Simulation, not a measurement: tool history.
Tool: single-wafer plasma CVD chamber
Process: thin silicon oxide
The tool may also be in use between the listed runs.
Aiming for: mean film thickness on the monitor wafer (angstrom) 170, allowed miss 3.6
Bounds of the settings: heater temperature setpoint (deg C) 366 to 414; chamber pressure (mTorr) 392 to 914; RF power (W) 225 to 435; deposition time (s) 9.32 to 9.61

| run | day | heater temperature setpoint (deg C) | chamber pressure (mTorr) | RF power (W) | deposition time (s) | mean film thickness on the monitor wafer (angstrom) |
|---|---|---|---|---|---|---|
| 1 | 0 | 390 | 653 | 330 | 9.32 | 145.46 |
| 2 | 0.321 | 390 | 557 | 330 | 9.32 | 123.64 |
| 3 | 0.371 | 390 | 445 | 330 | 9.32 | 99.27 |
| 4 | 0.45 | 390 | 445 | 370 | 9.32 | 104.36 |
| 5 | 0.488 | 390 | 493 | 370 | 9.32 | 116.42 |
| 6 | 0.538 | 390 | 493 | 330 | 9.32 | 110.13 |
| 7 | 0.85 | 390 | 537 | 330 | 9.32 | 119.23 |
| 8 | 1.112 | 390 | 572 | 330 | 9.32 | 127.46 |
| 9 | 1.338 | 390 | 600 | 330 | 9.32 | 132.95 |
| 10 | 1.667 | 390 | 625 | 330 | 9.32 | 139.67 |

Which of these 4 next moves meets every target?
| A | 1.996 | 392 | 782 | 335 | 9.61 | ? |
| B | 1.996 | 403 | 744 | 380 | 9.61 | ? |
| C | 1.996 | 392 | 814 | 320 | 9.61 | ? |
| D | 1.996 | 386 | 722 | 350 | 9.61 | ? |

| move | mean film thickness on the monitor wafer (angstrom) |
|---|---|
| A | 176.94 |
| B | 177.38 |
| C | 179.45 |
| D | 168.34 |
A: takes the result that was furthest off past its target
B: takes the result that was furthest off past its target
C: takes the result that was furthest off past its target
D: all results land within tolerance of their targets
Correct choice: D, which meets every target

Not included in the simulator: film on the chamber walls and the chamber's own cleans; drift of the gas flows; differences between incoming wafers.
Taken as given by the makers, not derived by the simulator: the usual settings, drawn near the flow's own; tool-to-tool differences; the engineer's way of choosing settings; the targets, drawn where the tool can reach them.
